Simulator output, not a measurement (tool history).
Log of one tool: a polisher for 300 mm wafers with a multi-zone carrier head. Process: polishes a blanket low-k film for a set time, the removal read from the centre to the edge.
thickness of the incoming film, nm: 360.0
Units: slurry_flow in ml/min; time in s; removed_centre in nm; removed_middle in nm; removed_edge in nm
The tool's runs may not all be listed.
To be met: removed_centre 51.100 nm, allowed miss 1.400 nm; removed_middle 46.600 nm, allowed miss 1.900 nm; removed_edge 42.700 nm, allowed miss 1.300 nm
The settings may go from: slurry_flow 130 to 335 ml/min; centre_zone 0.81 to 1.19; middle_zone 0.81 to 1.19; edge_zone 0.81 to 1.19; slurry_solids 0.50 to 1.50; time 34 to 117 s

run,hour,slurry_flow,centre_zone,middle_zone,edge_zone,slurry_solids,time,removed_centre,removed_middle,removed_edge
1,0.0,215,1.00,1.00,1.00,1.00,75,32.414,31.565,31.944
2,4.1,215,1.00,1.00,1.00,1.00,60,26.056,24.942,25.663
3,12.9,230,1.04,1.03,1.02,1.10,63,29.824,28.610,29.263
4,16.1,230,1.04,1.03,1.02,1.00,63,28.392,27.177,27.156
5,20.9,230,1.04,1.07,1.02,1.00,63,28.564,29.025,27.420
6,23.8,230,1.09,1.07,1.02,1.00,63,30.086,28.810,27.367
7,32.0,240,1.11,1.08,1.00,1.10,66,33.322,31.842,30.170
8,34.4,250,1.13,1.08,0.97,1.20,69,37.578,34.560,32.539
9,37.4,300,1.19,1.18,1.07,1.45,75,47.393,44.745,40.482
10,41.2,305,1.19,1.17,1.06,1.45,76,47.531,45.613,40.968
11,48.0,300,1.19,1.15,1.04,1.45,77,47.692,44.332,41.340
# hour 50.0: worn pad replaced by a new one
12,50.0,295,1.19,1.15,1.01,1.45,78,56.715,52.968,47.565
13,53.8,290,1.19,1.15,1.01,1.45,78,55.846,53.397,46.431
14,55.5,230,1.17,1.05,0.96,1.40,78,53.067,47.108,45.287
15,58.2,235,1.17,1.06,0.96,1.40,78,53.992,46.534,44.889
16,60.5,235,1.17,1.07,0.96,1.40,78,53.023,47.084,44.715
17,64.6,235,1.17,1.08,0.96,1.40,78,53.474,47.232,44.792
18,70.9,235,1.17,1.09,0.96,1.40,78,53.376,48.449,45.058
19,78.9,240,1.17,1.09,0.97,1.40,78,53.385,49.384,45.840
20,82.8,250,1.17,1.09,0.97,1.40,78,54.134,47.305,44.950

Which of these 5 next moves meets every target?
A,86.7,280,1.17,1.03,1.01,1.50,76,?,?,?
B,86.7,335,1.18,1.12,1.01,1.35,72,?,?,?
C,86.7,300,1.19,0.97,0.90,1.40,80,?,?,?
D,86.7,205,1.13,0.95,0.91,1.50,85,?,?,?
E,86.7,190,1.11,1.14,1.06,1.50,77,?,?,?

move,removed_centre,removed_middle,removed_edge
A,54.403,47.710,46.717
B,50.842,47.397,42.982
C,57.057,46.817,46.007
D,56.421,47.973,48.732
E,49.708,50.154,46.462
A: further off than the last run
B: meets every target
C: further off than the last run
D: further off than the last run
E: brings the result that was furthest off to its target, and leaves another outside
Answer: B
